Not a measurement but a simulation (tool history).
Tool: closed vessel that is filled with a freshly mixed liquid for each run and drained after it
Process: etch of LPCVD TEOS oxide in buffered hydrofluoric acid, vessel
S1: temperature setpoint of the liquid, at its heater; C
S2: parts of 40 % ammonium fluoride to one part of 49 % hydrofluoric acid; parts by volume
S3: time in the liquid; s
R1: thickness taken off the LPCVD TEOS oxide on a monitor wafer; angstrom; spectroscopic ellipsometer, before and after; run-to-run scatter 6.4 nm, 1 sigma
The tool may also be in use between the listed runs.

run,day,S1,S2,S3,R1
1,0.000,25.0,9.5,85,3882.4
2,0.100,26.0,9.0,85,4318.7
3,0.375,27.0,9.0,85,4619.0
4,0.679,27.0,9.0,90,4837.1
5,1.050,27.5,9.0,90,4900.0
6,1.388,27.5,10.5,90,4353.5
7,1.679,28.0,10.0,90,4672.4

Predict the results of run 8:
8,1.812,28.5,9.5,90,?

{"run 8": {"R1": 4965.7}}
